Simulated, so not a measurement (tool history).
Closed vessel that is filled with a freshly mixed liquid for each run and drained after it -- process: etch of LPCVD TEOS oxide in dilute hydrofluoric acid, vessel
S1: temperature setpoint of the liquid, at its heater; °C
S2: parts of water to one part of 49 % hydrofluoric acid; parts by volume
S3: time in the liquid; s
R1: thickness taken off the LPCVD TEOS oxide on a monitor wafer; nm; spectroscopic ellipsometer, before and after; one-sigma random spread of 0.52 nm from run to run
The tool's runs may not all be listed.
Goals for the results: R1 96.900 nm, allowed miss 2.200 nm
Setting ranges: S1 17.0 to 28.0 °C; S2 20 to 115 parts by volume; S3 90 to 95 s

run  hour    S1  S2  S3       R1
  1   0.0  20.0  65  90   48.496
  2   6.5  20.0  45  90   72.600
  3   9.5  20.0  35  90   94.357
  4  16.2  22.5  35  90  104.230
  5  18.3  22.5  45  90   80.744
  6  23.3  22.5  45  95   84.511
  7  27.0  23.5  45  95   88.649
  8  34.9  24.0  45  95   90.587
  9  37.6  24.5  45  95   92.428
 10  46.5  25.0  45  95   94.221

Consider the 5 candidate settings below. Which is the only one whose results all fall within their allowed miss of target?
  A  55.4  27.5  45  95   ?
  B  55.4  22.5  40  95   ?
  C  55.4  24.0  40  95   ?
  D  55.4  25.5  45  90   ?
  E  55.4  24.0  45  95   ?

move       R1
   A  104.040
   B   95.968
   C  102.170
   D   90.893
   E   90.210
A: pushes the last run's worst result past its target
B: every result within its allowed miss
C: pushes the last run's worst result past its target
D: its largest miss is bigger than the last run's
E: its largest miss is bigger than the last run's
B meets every target.

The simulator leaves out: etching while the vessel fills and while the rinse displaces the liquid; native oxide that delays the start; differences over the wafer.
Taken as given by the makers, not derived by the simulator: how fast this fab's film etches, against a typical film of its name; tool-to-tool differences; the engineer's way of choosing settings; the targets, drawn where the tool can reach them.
